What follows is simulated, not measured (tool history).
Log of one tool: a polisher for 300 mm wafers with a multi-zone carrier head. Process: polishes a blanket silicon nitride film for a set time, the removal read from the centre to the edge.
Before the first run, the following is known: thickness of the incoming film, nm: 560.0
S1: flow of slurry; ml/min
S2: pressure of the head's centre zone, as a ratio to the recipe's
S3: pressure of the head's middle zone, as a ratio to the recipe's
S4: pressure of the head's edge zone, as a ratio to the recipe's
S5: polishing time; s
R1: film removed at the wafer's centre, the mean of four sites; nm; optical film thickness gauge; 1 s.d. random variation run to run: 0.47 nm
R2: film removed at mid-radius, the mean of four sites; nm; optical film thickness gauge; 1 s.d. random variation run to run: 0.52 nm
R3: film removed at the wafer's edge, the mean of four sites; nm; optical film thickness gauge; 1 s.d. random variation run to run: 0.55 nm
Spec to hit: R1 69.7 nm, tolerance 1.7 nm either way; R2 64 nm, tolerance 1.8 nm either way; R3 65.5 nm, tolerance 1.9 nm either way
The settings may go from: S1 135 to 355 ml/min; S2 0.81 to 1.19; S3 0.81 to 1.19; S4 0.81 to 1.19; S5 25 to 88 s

run 1 hour=0 | S1=225 S2=1 S3=1 S4=1 S5=56 | R1=102.27 R2=109.32 R3=109.47
run 2 hour=2.9 | S1=180 S2=1 S3=1 S4=1 S5=56 | R1=100.09 R2=103.11 R3=106.98
run 3 hour=6.3 | S1=180 S2=1 S3=0.97 S4=1 S5=56 | R1=101.78 R2=101.65 R3=105.67
run 4 hour=15.2 | S1=180 S2=1 S3=0.97 S4=1 S5=42 | R1=74.997 R2=75.452 R3=80.261
run 5 hour=23.5 | S1=180 S2=0.95 S3=0.97 S4=1 S5=42 | R1=73.38 R2=76.86 R3=80.942
run 6 hour=28.9 | S1=175 S2=0.97 S3=0.95 S4=0.94 S5=40 | R1=70.611 R2=71.405 R3=73.659
run 7 hour=35.3 | S1=165 S2=0.98 S3=0.93 S4=0.91 S5=40 | R1=69.619 R2=68.66 R3=73.833
run 8 hour=41.7 | S1=170 S2=1.02 S3=0.94 S4=0.88 S5=39 | R1=70.471 R2=68.907 R3=70.938
run 9 hour=45.1 | S1=165 S2=1.04 S3=0.93 S4=0.86 S5=38 | R1=70.501 R2=66.071 R3=67.927

Which one of the following 4 next-run settings gets every result inside its allowed miss? There is exactly one.
run A hour=48.5 | S1=165 S2=1.01 S3=0.92 S4=0.86 S5=39 | R1=? R2=? R3=?
run B hour=48.5 | S1=155 S2=1.11 S3=0.88 S4=0.92 S5=36 | R1=? R2=? R3=?
run C hour=48.5 | S1=155 S2=0.99 S3=0.81 S4=0.94 S5=38 | R1=? R2=? R3=?
run D hour=48.5 | S1=195 S2=1.1 S3=0.96 S4=0.92 S5=35 | R1=? R2=? R3=?

move=A R1=69.866 R2=67.488 R3=69.881
move=B R1=69.183 R2=59.502 R3=65.664
move=C R1=66.25 R2=58.708 R3=69.913
move=D R1=69.049 R2=64.075 R3=65.179
A: the biggest miss grows against the last run
B: corrects the largest miss of the last run, while another result sits out of spec
C: the biggest miss grows against the last run
D: meets every target
The right move is D.
